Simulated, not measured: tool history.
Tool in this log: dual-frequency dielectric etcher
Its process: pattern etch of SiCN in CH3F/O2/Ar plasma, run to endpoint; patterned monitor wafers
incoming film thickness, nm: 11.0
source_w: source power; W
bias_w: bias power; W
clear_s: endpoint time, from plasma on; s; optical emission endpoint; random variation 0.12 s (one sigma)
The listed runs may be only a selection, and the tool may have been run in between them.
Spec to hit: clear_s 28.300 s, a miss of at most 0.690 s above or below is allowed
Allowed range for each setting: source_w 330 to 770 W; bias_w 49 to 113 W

run	day	source_w	bias_w	clear_s
1	0.000	550	81	23.804
2	0.204	550	75	24.327
3	0.238	510	73	25.269
4	0.383	510	84	24.042
5	0.446	450	84	24.868
6	0.762	450	92	24.229
7	0.879	420	88	24.892
8	0.958	400	84	25.752

Exercise: of the 4 proposed moves below, exactly one satisfies all targets within the stated allowed misses. Which move is it?
A	1.038	540	97	?
B	1.038	450	79	?
C	1.038	440	98	?
D	1.038	370	69	?

move	clear_s
A	22.547
B	25.604
C	23.862
D	28.385
A: misses by more than the last run did
B: misses by more than the last run did
C: misses by more than the last run did
D: hits every target within its allowed miss
D is the move that brings every result within its allowed miss.
